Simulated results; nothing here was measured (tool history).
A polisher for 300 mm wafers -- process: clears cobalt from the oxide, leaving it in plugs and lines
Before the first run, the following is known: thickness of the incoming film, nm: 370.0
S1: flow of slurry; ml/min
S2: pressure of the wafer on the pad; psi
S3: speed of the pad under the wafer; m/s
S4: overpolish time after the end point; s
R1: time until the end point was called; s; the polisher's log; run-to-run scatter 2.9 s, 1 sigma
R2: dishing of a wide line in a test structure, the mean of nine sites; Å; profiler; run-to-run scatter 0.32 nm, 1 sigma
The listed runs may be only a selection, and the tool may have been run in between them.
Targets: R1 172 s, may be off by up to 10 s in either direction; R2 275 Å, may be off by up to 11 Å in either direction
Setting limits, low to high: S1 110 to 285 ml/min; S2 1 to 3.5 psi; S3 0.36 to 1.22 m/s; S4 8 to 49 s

run,hour,S1,S2,S3,S4,R1,R2
1,0,180,2.2,0.78,25,94.951,412.9
2,6.5,200,2.2,0.78,25,95.59,409.03
3,15.3,210,2.1,0.76,23,100.26,387.25
4,16.6,185,2.1,0.76,23,101.08,382.33
# hour 21.5: slurry nozzle cleaned
5,21.5,185,2.1,0.96,23,76.355,416.18
6,25,185,1.8,0.96,23,90.921,403.78
7,28,160,1.5,0.74,11,139.85,217.86
8,34.3,165,1.4,0.74,13,146.89,236.23
9,37.8,170,1.4,0.74,14,145.47,247.68
10,39.4,170,1.4,0.74,14,148.49,247.18
11,45.4,175,1.4,0.74,15,148.39,262.61

Next run, 4 choices. One meets every target within its allowed miss, the rest don't. Which?
A,51.4,185,1.5,0.76,16,?,?
B,51.4,180,1.5,0.7,14,?,?
C,51.4,200,1.3,0.68,19,?,?
D,51.4,250,1.3,0.64,17,?,?

move,R1,R2
A,135.3,288.98
B,146.9,252.43
C,171.42,278.65
D,178.12,253.31
A: lands further from the targets than the last run did
B: lands further from the targets than the last run did
C: meets every target
D: brings the last run's worst result on target, with another outside its allowed miss
Correct choice: C, which meets every target
